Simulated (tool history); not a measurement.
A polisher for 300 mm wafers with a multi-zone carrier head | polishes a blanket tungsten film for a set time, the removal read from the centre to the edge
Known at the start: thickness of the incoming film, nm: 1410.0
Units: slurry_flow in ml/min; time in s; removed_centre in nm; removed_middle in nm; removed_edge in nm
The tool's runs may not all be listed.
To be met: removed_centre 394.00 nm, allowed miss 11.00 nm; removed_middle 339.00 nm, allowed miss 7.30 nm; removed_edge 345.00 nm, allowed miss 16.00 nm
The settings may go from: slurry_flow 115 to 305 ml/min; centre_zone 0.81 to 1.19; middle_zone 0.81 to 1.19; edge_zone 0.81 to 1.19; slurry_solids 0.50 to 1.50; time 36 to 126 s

| run | day | slurry_flow | centre_zone | middle_zone | edge_zone | slurry_solids | time | removed_centre | removed_middle | removed_edge |
|---|---|---|---|---|---|---|---|---|---|---|
| 1 | 0.000 | 195 | 1.00 | 1.00 | 1.00 | 1.00 | 81 | 292.86 | 282.84 | 295.47 |
| 2 | 0.112 | 195 | 1.00 | 0.96 | 1.00 | 1.00 | 81 | 294.90 | 275.80 | 291.60 |
| 3 | 0.200 | 195 | 1.00 | 0.96 | 1.00 | 1.00 | 94 | 340.42 | 313.87 | 337.57 |
| 4 | 0.408 | 195 | 1.00 | 0.96 | 1.00 | 0.85 | 94 | 324.78 | 302.56 | 320.03 |
| 5 | 0.546 | 215 | 1.03 | 0.97 | 1.00 | 0.85 | 94 | 338.32 | 310.80 | 336.70 |
| 6 | 0.671 | 215 | 1.03 | 0.97 | 1.00 | 1.00 | 94 | 353.79 | 324.32 | 340.82 |
| 7 | 0.908 | 230 | 1.05 | 0.97 | 0.99 | 1.00 | 94 | 362.18 | 326.07 | 345.83 |
| 8 | 1.212 | 240 | 1.07 | 0.98 | 0.97 | 1.00 | 94 | 370.26 | 327.59 | 334.81 |

5 next moves are on the table. One of them brings every result within its allowed miss. Which?
| A | 1.517 | 280 | 1.10 | 0.97 | 0.95 | 0.80 | 102 | ? | ? | ? |
| B | 1.517 | 230 | 1.00 | 0.95 | 0.96 | 1.20 | 91 | ? | ? | ? |
| C | 1.517 | 220 | 1.07 | 0.93 | 1.03 | 1.00 | 101 | ? | ? | ? |
| D | 1.517 | 230 | 1.00 | 1.11 | 0.89 | 1.20 | 86 | ? | ? | ? |
| E | 1.517 | 255 | 1.12 | 0.92 | 0.81 | 0.65 | 108 | ? | ? | ? |

| move | removed_centre | removed_middle | removed_edge |
|---|---|---|---|
| A | 390.98 | 339.73 | 354.23 |
| B | 353.52 | 326.65 | 350.27 |
| C | 390.45 | 336.07 | 380.32 |
| D | 334.47 | 352.28 | 318.91 |
| E | 390.18 | 320.21 | 325.67 |
A: meets every target
B: further off than the last run
C: brings the result that was furthest off to its target, and leaves another outside
D: further off than the last run
E: brings the result that was furthest off to its target, and leaves another outside
Move A is the one to make.

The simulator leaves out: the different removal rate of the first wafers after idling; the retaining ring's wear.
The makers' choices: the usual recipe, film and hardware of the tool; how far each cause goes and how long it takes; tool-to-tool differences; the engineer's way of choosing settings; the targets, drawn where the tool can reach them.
